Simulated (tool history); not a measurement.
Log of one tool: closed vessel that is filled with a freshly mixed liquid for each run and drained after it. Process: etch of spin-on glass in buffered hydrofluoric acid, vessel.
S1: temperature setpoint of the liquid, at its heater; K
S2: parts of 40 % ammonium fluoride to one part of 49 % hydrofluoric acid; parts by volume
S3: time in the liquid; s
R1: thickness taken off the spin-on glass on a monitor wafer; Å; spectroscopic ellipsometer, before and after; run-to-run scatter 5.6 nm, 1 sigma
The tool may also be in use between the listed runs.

run  hour      S1    S2   S3      R1
  1     0  298.15  12.5  105  4125.4
  2   1.3  295.65  12.5  105  3555.6
  3   7.9  295.65  12.5  105  3586.5
  4  14.1  297.15  12.5  105  3920.1
  5  17.8  298.15  12.5  105  4140.7
  6  25.8  299.15  12.5  105  4376.5
  7  28.2  299.15  12.5  105  4406.9
  8  33.3  299.65  12.5  105  4450.6
  9  36.2  300.15  12.5  105  4562.7
 10  44.6  300.65  12.5  105  4678.6
 11    51  301.15  12.5  105  4882.4
 12  59.2  301.65  12.5  105  4919.3
 13  61.1  302.15  12.5  105  5107.6

Run 14 is up next; what results do you expect?
 14  69.5  302.65  12.5  105   ?

Run 14 gave R1 5285.3 Å.
